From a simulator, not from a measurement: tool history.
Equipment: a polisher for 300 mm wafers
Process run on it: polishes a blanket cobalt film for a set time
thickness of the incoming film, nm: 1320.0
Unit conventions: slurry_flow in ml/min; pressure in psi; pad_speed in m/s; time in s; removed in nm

run,hour,slurry_flow,pressure,pad_speed,time,removed
1,0.0,190,2.2,1.28,29,241.08
2,6.2,190,2.2,1.28,29,255.58
3,14.5,220,2.2,1.28,29,250.58
4,22.8,220,2.1,1.28,29,243.44
5,31.7,220,2.0,1.28,29,234.66
6,34.9,220,2.5,1.28,29,286.18

The next listed run, before its measurement:
7,43.5,220,2.3,1.28,29,?

removed: 262.36 nm

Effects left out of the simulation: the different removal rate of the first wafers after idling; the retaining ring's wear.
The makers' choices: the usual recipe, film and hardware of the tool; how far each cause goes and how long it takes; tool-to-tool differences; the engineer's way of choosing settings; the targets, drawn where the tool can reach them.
